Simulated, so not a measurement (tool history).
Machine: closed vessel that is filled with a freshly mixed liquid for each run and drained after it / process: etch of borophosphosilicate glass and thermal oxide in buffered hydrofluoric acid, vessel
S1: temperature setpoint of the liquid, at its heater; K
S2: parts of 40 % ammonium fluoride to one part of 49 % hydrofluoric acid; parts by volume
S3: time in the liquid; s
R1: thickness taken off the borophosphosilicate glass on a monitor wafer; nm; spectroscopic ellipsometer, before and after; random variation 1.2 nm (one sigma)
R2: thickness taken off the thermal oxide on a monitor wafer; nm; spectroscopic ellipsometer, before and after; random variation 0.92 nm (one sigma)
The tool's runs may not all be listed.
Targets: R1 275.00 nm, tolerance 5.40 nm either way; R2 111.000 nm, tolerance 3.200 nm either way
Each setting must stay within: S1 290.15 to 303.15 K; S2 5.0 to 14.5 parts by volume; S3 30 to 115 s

run  hour      S1    S2  S3      R1       R2
  1   0.0  295.15   9.0  60  160.04   65.630
  2   1.6  297.15   9.0  60  179.11   71.465
  3   9.3  297.15   9.0  80  237.81   97.416
  4  16.3  297.15  11.0  80  202.09   82.058
  5  23.7  298.65  11.0  80  221.00   90.077
  6  30.8  300.65  11.0  80  246.07   99.144
  7  38.4  301.15  11.0  80  251.75  103.460
  8  43.4  301.65  11.0  80  257.12  105.380
  9  48.7  302.15  11.0  80  264.24  106.070

Of the 4 settings listed for the next run, only one would bring every result within its allowed miss of target. Which one?
  A  54.0  302.65  11.0   85   ?   ?
  B  54.0  302.15  10.0   80   ?   ?
  C  54.0  300.15  11.5  100   ?   ?
  D  54.0  303.15  10.5   75   ?   ?

move      R1       R2
   A  290.50  117.990
   B  292.40  118.660
   C  286.90  116.410
   D  275.34  111.830
A: the result that was furthest off in the last run now lies on the other side of its target
B: the result that was furthest off in the last run now lies on the other side of its target
C: the result that was furthest off in the last run now lies on the other side of its target
D: every result lands within tolerance
D meets every target.
